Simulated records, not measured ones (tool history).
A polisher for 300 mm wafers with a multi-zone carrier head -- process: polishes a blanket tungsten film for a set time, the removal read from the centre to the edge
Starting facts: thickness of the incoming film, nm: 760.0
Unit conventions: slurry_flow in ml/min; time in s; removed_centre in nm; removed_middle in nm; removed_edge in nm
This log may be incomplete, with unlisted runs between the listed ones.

run,day,slurry_flow,centre_zone,middle_zone,edge_zone,slurry_solids,time,removed_centre,removed_middle,removed_edge
1,0,270,1,1,1,1,40,274.93,269.85,261.86
2,0.054,270,1,1,1,1,50,338.89,329.32,323.86
3,0.288,270,0.98,1.01,1.01,1,50,328.52,330.59,322.13
4,0.308,270,0.97,1.02,1.02,1,50,330.73,348.56,334.1
5,0.454,270,0.97,1.02,1.08,1,50,333.64,340.97,342.78
# day 0.625: centre zone pressure recalibrated
6,0.625,270,1.03,1.02,1.08,1,50,328.08,342.28,347.18

Run 7 has not been measured yet. What should we expect?
7,0.796,270,1.03,1.03,1.08,1,50,?,?,?

Logged for run 7: removed_centre 328.81 nm, removed_middle 341.7 nm, removed_edge 347.05 nm.
